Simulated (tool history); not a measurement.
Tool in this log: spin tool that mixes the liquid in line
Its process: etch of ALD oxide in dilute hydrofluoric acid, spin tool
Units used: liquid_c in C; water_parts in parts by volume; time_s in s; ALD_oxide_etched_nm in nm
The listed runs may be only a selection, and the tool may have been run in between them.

{"run": 1, "day": 0.0, "liquid_c": 25, "water_parts": 185, "time_s": 295, "ALD_oxide_etched_nm": 16.115}
{"run": 2, "day": 0.354, "liquid_c": 24, "water_parts": 185, "time_s": 295, "ALD_oxide_etched_nm": 15.423}
{"run": 3, "day": 0.617, "liquid_c": 23, "water_parts": 185, "time_s": 295, "ALD_oxide_etched_nm": 14.893}
{"run": 4, "day": 0.954, "liquid_c": 23, "water_parts": 130, "time_s": 295, "ALD_oxide_etched_nm": 22.505}
{"run": 5, "day": 1.004, "liquid_c": 22, "water_parts": 140, "time_s": 295, "ALD_oxide_etched_nm": 19.929}
{"run": 6, "day": 1.3, "liquid_c": 22, "water_parts": 195, "time_s": 295, "ALD_oxide_etched_nm": 13.516}
{"run": 7, "day": 1.671, "liquid_c": 22, "water_parts": 195, "time_s": 295, "ALD_oxide_etched_nm": 13.489}

Estimate the outcome of run 8 from the log above:
{"run": 8, "day": 1.696, "liquid_c": 21.5, "water_parts": 195, "time_s": 295, "ALD_oxide_etched_nm": "?"}

ALD_oxide_etched_nm: 13.124 nm
